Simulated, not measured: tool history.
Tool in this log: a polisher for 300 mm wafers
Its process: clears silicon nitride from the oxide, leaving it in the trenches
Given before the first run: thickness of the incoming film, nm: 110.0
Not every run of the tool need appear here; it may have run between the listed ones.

run  hour  flow of slurry (ml/min)  pressure of the wafer on the pad (kPa)  speed of the pad under the wafer (cm/s)  overpolish time after the end point (s)  time until the end point was called (s)
  1     0                      215                                    23.4                                      114                                       13                                   88.824
  2   6.7                      215                                    21.4                                      114                                       13                                   95.679
  3  11.8                      215                                    21.4                                      104                                       13                                   106.31
  4  13.8                      260                                    21.4                                      104                                       13                                   103.43
  5  19.8                      260                                    26.2                                      104                                       13                                   84.747
  6  25.3                      260                                    24.1                                      102                                       13                                   96.845
  7    29                      260                                    22.1                                      102                                       13                                   104.67
  8  35.7                      260                                    20.7                                      102                                       13                                   108.58
  9  41.5                      260                                    19.3                                      102                                       13                                   115.97
 10  48.8                      260                                    18.6                                      102                                       13                                   119.16
 11  53.4                      260                                    17.9                                      102                                       13                                   125.57

The next listed run, before its measurement:
 12  56.7                      260                                    17.2                                      102                                       13                                        ?

{"run 12": {"time until the end point was called (s)": 129.1}}
